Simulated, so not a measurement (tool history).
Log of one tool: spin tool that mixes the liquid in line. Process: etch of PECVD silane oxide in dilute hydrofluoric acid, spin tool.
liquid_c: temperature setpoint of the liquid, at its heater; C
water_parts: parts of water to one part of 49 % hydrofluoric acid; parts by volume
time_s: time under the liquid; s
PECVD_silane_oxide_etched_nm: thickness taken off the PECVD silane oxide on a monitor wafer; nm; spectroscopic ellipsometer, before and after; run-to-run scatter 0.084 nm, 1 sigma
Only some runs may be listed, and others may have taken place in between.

{"run": 1, "hour": 0.0, "liquid_c": 21.0, "water_parts": 270, "time_s": 60, "PECVD_silane_oxide_etched_nm": 2.3547}
{"run": 2, "hour": 7.1, "liquid_c": 18.0, "water_parts": 270, "time_s": 60, "PECVD_silane_oxide_etched_nm": 2.1084}
{"run": 3, "hour": 12.7, "liquid_c": 18.0, "water_parts": 270, "time_s": 60, "PECVD_silane_oxide_etched_nm": 2.1102}
{"run": 4, "hour": 17.0, "liquid_c": 21.0, "water_parts": 215, "time_s": 60, "PECVD_silane_oxide_etched_nm": 3.0817}
{"run": 5, "hour": 20.9, "liquid_c": 23.0, "water_parts": 175, "time_s": 60, "PECVD_silane_oxide_etched_nm": 4.3172}
{"run": 6, "hour": 25.8, "liquid_c": 23.0, "water_parts": 175, "time_s": 40, "PECVD_silane_oxide_etched_nm": 2.8477}
{"run": 7, "hour": 26.9, "liquid_c": 27.0, "water_parts": 65, "time_s": 60, "PECVD_silane_oxide_etched_nm": 15.362}
{"run": 8, "hour": 31.4, "liquid_c": 26.0, "water_parts": 65, "time_s": 60, "PECVD_silane_oxide_etched_nm": 14.883}
{"run": 9, "hour": 37.2, "liquid_c": 24.5, "water_parts": 65, "time_s": 60, "PECVD_silane_oxide_etched_nm": 13.97}
{"run": 10, "hour": 41.4, "liquid_c": 23.0, "water_parts": 70, "time_s": 60, "PECVD_silane_oxide_etched_nm": 12.099}
{"run": 11, "hour": 45.5, "liquid_c": 19.0, "water_parts": 70, "time_s": 60, "PECVD_silane_oxide_etched_nm": 10.264}

Run 12 has not been measured yet. What should we expect?
{"run": 12, "hour": 53.5, "liquid_c": 18.5, "water_parts": 70, "time_s": 60, "PECVD_silane_oxide_etched_nm": "?"}

Run 12 gave PECVD_silane_oxide_etched_nm 10.1070 nm.
